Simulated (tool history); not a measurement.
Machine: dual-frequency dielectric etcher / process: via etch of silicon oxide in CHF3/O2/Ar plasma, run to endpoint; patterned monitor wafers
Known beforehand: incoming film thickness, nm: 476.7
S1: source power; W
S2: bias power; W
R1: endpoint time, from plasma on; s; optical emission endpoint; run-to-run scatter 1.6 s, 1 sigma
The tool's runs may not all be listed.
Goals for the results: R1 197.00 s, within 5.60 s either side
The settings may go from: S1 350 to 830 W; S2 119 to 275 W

run,hour,S1,S2,R1
1,0.0,590,197,223.76
2,5.1,590,225,214.65
3,13.5,620,229,207.57
4,15.0,620,199,218.60
5,18.7,620,225,206.96
6,21.9,510,225,222.48
7,28.6,560,232,213.73
8,36.4,590,236,210.11
9,44.9,620,240,203.97

Which one of the following 4 next-run settings gets every result inside its allowed miss? There is exactly one.
A,53.4,600,232,?
B,53.4,510,275,?
C,53.4,660,250,?
D,53.4,760,246,?

move,R1
A,208.06
B,207.27
C,195.73
D,187.04
A: its largest miss is bigger than the last run's
B: its largest miss is bigger than the last run's
C: every result lands within tolerance
D: the result that was furthest off in the last run now lies on the other side of its target
C is the move that brings every result within its allowed miss.
